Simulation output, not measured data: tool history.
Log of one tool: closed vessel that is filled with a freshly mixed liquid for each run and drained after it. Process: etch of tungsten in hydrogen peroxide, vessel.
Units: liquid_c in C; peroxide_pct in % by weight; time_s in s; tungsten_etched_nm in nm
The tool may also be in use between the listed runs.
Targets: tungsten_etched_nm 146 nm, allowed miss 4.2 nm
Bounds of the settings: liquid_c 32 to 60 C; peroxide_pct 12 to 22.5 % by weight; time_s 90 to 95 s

{"run": 1, "day": 0.0, "liquid_c": 44, "peroxide_pct": 15.5, "time_s": 90, "tungsten_etched_nm": 91.618}
{"run": 2, "day": 0.117, "liquid_c": 46, "peroxide_pct": 15.5, "time_s": 90, "tungsten_etched_nm": 102.53}
{"run": 3, "day": 0.321, "liquid_c": 47.5, "peroxide_pct": 15.5, "time_s": 90, "tungsten_etched_nm": 113.47}
{"run": 4, "day": 0.55, "liquid_c": 47.5, "peroxide_pct": 15.5, "time_s": 90, "tungsten_etched_nm": 114.09}
{"run": 5, "day": 0.925, "liquid_c": 48.5, "peroxide_pct": 15.5, "time_s": 90, "tungsten_etched_nm": 120.17}
{"run": 6, "day": 1.129, "liquid_c": 49.5, "peroxide_pct": 15.5, "time_s": 90, "tungsten_etched_nm": 127.23}
{"run": 7, "day": 1.488, "liquid_c": 50, "peroxide_pct": 15.5, "time_s": 90, "tungsten_etched_nm": 131.11}
{"run": 8, "day": 1.708, "liquid_c": 50.5, "peroxide_pct": 15.5, "time_s": 90, "tungsten_etched_nm": 136.32}
{"run": 9, "day": 1.771, "liquid_c": 51, "peroxide_pct": 15.5, "time_s": 90, "tungsten_etched_nm": 140.66}

5 next moves are on the table. One of them brings every result within its allowed miss. Which?
{"run": "A", "day": 1.833, "liquid_c": 52.5, "peroxide_pct": 14, "time_s": 90, "tungsten_etched_nm": "?"}
{"run": "B", "day": 1.833, "liquid_c": 51, "peroxide_pct": 19, "time_s": 90, "tungsten_etched_nm": "?"}
{"run": "C", "day": 1.833, "liquid_c": 52.5, "peroxide_pct": 16, "time_s": 90, "tungsten_etched_nm": "?"}
{"run": "D", "day": 1.833, "liquid_c": 51.5, "peroxide_pct": 16, "time_s": 95, "tungsten_etched_nm": "?"}
{"run": "E", "day": 1.833, "liquid_c": 53.5, "peroxide_pct": 13, "time_s": 95, "tungsten_etched_nm": "?"}

move=A tungsten_etched_nm=146.64
move=B tungsten_etched_nm=156.02
move=C tungsten_etched_nm=156.77
move=D tungsten_etched_nm=155.78
move=E tungsten_etched_nm=158.39
A: meets every target
B: takes the result that was furthest off past its target
C: takes the result that was furthest off past its target
D: takes the result that was furthest off past its target
E: takes the result that was furthest off past its target
Move A is the one to make.
